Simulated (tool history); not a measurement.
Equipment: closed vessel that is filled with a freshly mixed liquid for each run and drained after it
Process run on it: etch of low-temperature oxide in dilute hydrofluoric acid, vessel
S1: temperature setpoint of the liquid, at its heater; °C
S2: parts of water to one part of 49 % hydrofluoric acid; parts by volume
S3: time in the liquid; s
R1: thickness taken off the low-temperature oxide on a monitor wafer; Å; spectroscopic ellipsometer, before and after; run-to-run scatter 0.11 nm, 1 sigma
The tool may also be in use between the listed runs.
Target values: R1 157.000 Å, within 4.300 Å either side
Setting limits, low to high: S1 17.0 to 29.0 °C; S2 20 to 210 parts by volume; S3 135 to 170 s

Run 1, day 0.000: S1 21.0 °C, S2 115 parts by volume, S3 170 s. Result: R1 135.800 Å.
Run 2, day 0.038: S1 21.5 °C, S2 115 parts by volume, S3 170 s. Result: R1 139.920 Å.
Run 3, day 0.217: S1 19.0 °C, S2 115 parts by volume, S3 170 s. Result: R1 126.870 Å.
Run 4, day 0.583: S1 19.0 °C, S2 115 parts by volume, S3 135 s. Result: R1 99.564 Å.
Run 5, day 0.950: S1 20.0 °C, S2 115 parts by volume, S3 135 s. Result: R1 105.490 Å.
Run 6, day 1.300: S1 20.0 °C, S2 115 parts by volume, S3 135 s. Result: R1 104.180 Å.
Run 7, day 1.562: S1 20.0 °C, S2 115 parts by volume, S3 135 s. Result: R1 102.750 Å.
Run 8, day 1.612: S1 21.5 °C, S2 115 parts by volume, S3 135 s. Result: R1 111.000 Å.
Run 9, day 1.688: S1 22.5 °C, S2 115 parts by volume, S3 135 s. Result: R1 113.930 Å.
Run 10, day 2.042: S1 23.5 °C, S2 115 parts by volume, S3 135 s. Result: R1 120.450 Å.
Run 11, day 2.088: S1 24.5 °C, S2 115 parts by volume, S3 135 s. Result: R1 124.940 Å.
Run 12, day 2.204: S1 25.0 °C, S2 115 parts by volume, S3 135 s. Result: R1 127.970 Å.
Run 13, day 2.412: S1 25.5 °C, S2 115 parts by volume, S3 135 s. Result: R1 130.250 Å.
Run 14, day 2.733: S1 26.0 °C, S2 115 parts by volume, S3 135 s. Result: R1 132.250 Å.
Run 15, day 2.988: S1 26.5 °C, S2 115 parts by volume, S3 135 s. Result: R1 137.020 Å.
Run 16, day 3.258: S1 27.0 °C, S2 115 parts by volume, S3 135 s. Result: R1 137.600 Å.
Run 17, day 3.321: S1 27.0 °C, S2 115 parts by volume, S3 135 s. Result: R1 136.550 Å.
Run 18, day 3.483: S1 27.5 °C, S2 115 parts by volume, S3 135 s. Result: R1 139.800 Å.

Of the 5 settings listed for the next run, only one would bring every result within its allowed miss of target. Which one?
Run A, day 3.646: S1 27.5 °C, S2 110 parts by volume, S3 155 s. Result: R1 ?.
Run B, day 3.646: S1 27.5 °C, S2 110 parts by volume, S3 145 s. Result: R1 ?.
Run C, day 3.646: S1 25.5 °C, S2 130 parts by volume, S3 140 s. Result: R1 ?.
Run D, day 3.646: S1 25.5 °C, S2 105 parts by volume, S3 155 s. Result: R1 ?.
Run E, day 3.646: S1 27.0 °C, S2 105 parts by volume, S3 150 s. Result: R1 ?.

move       R1
   A  168.450
   B  157.590
   C  116.320
   D  164.450
   E  168.650
A: pushes the last run's worst result past its target
B: in spec on every target
C: moves away from the targets compared with the last run
D: pushes the last run's worst result past its target
E: pushes the last run's worst result past its target
So the answer is move B, the one that meets all the targets.

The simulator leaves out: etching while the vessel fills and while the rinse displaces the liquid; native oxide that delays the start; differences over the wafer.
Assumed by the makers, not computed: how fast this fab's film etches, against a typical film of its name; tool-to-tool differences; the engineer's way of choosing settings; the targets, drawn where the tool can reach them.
